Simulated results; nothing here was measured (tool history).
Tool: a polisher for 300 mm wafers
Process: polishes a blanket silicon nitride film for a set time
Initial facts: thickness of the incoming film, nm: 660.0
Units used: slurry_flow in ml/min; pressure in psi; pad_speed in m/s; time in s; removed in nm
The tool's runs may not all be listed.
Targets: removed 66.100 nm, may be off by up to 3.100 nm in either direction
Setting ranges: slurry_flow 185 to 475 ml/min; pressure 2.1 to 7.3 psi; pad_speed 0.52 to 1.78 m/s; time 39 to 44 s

run  hour  slurry_flow  pressure  pad_speed  time  removed
  1   0.0          305       4.7       1.14    44   92.998
  2   6.1          355       4.7       1.14    44   91.711
  3   9.3          355       4.3       1.14    44   87.642
  4  12.7          355       4.3       1.14    39   74.596
  5  15.9          355       4.2       1.14    39   74.618
  6  23.3          355       4.8       1.14    39   81.606
  7  30.4          355       4.5       1.12    39   79.038
  8  39.2          355       4.3       1.12    39   75.159
  9  43.2          355       4.1       1.12    39   70.861
 10  45.5          355       4.0       1.12    39   71.047
 11  51.9          355       4.0       1.12    39   70.972

Exactly one of the 5 candidate moves below puts every result within its allowed miss. Which one?
  A  58.3          330       3.9       1.12    42        ?
  B  58.3          350       3.2       1.36    44        ?
  C  58.3          380       3.9       1.24    40        ?
  D  58.3          445       3.7       1.38    39        ?
  E  58.3          340       3.9       1.08    39        ?

move  removed
   A   73.534
   B   73.918
   C   76.370
   D   77.480
   E   66.659
A: moves away from the targets compared with the last run
B: moves away from the targets compared with the last run
C: moves away from the targets compared with the last run
D: moves away from the targets compared with the last run
E: in spec on every target
E is the move that brings every result within its allowed miss.
